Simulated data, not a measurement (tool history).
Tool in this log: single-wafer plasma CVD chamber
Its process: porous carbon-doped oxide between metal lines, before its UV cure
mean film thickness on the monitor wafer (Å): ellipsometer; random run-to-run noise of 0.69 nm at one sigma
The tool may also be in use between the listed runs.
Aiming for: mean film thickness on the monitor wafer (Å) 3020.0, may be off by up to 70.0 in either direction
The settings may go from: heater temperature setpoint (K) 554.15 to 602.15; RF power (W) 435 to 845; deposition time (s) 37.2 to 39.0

run	day	heater temperature setpoint (K)	RF power (W)	deposition time (s)	mean film thickness on the monitor wafer (Å)
1	0.000	578.15	640	39.0	2578.6
2	0.271	576.15	645	39.0	2628.3
3	0.383	576.15	595	39.0	2479.4
4	0.567	574.15	605	39.0	2518.5
5	0.712	580.15	605	39.0	2460.9
6	0.742	580.15	535	39.0	2240.9
7	1.100	577.15	555	39.0	2336.6
8	1.321	575.15	570	39.0	2409.1
9	1.671	573.15	585	39.0	2480.1
10	1.846	571.15	595	39.0	2525.7
11	2.150	569.15	610	39.0	2615.8

Next run, 5 choices. One meets every target within its allowed miss, the rest don't. Which?
A	2.454	561.15	645	39.0	?
B	2.454	574.15	690	39.0	?
C	2.454	583.15	545	37.2	?
D	2.454	565.15	570	37.7	?
E	2.454	570.15	745	39.0	?

move	mean film thickness on the monitor wafer (Å)
A	2831.7
B	2776.5
C	2133.2
D	2449.0
E	2992.6
A: an improvement on the last run, though not all results are within tolerance
B: an improvement on the last run, though not all results are within tolerance
C: moves away from the targets compared with the last run
D: moves away from the targets compared with the last run
E: all results land within tolerance of their targets
E meets every target.
